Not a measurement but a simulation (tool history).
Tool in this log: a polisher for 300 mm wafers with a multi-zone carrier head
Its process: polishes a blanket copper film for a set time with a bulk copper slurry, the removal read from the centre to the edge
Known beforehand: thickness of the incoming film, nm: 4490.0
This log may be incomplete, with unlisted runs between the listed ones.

run	hour	flow of slurry (ml/min)	pressure of the head's centre zone	pressure of the head's middle zone	pressure of the head's edge zone	abrasive content of the slurry	polishing time (s)	film removed at the wafer's centre (Å)	film removed at mid-radius (Å)	film removed at the wafer's edge (Å)
1	0	265	1	1	1	1	83	5730	5894.9	5762.3
2	7.2	265	0.95	1	1	1	83	5679.6	5760.7	5697.3
3	16.3	265	0.87	1	1	1	83	4969.5	5810.3	5836.8
4	20.1	270	0.91	1	1.02	1.1	87	5675.4	6194.2	6216.6
5	27.2	270	0.91	1	0.94	1.1	87	5656.9	6161.9	5848.1
6	31.6	235	0.91	1	0.94	1.1	87	5422	6054.2	5878.1
7	35	235	0.95	1	0.97	1.15	91	6157.8	6300.2	6302.1

Run 8 is up next; what results do you expect?
8	39.1	235	0.97	1.02	0.99	1.2	94	?	?	?

{"run 8": {"film removed at the wafer's centre (Å)": 6430.6, "film removed at mid-radius (Å)": 6837.8, "film removed at the wafer's edge (Å)": 6804.1}}

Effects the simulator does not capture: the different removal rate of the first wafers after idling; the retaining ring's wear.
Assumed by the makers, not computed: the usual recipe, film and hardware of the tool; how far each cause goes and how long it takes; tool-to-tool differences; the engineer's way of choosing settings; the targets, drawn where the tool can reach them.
